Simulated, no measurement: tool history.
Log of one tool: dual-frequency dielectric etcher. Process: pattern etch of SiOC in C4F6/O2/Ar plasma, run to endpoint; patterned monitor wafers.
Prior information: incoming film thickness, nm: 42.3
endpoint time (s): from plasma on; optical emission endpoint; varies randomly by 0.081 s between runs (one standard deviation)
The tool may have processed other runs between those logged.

run  hour  bias power (W)  source power (W)  endpoint time (s)
  1     0             341               430             15.415
  2   6.3             351               430               15.3
  3   8.5             302               430             16.124
  4  15.9             316               430             15.891
  5  20.6             316               470             15.515
  6  26.7             316               510             15.087
  7  33.5             324               510             15.052
  8    42             332               510             14.974
  9  50.2             340               510              14.83

What does the tool deliver on the next run?
 10    59             347               510                  ?

Logged for run 10: endpoint time (s) 14.68.
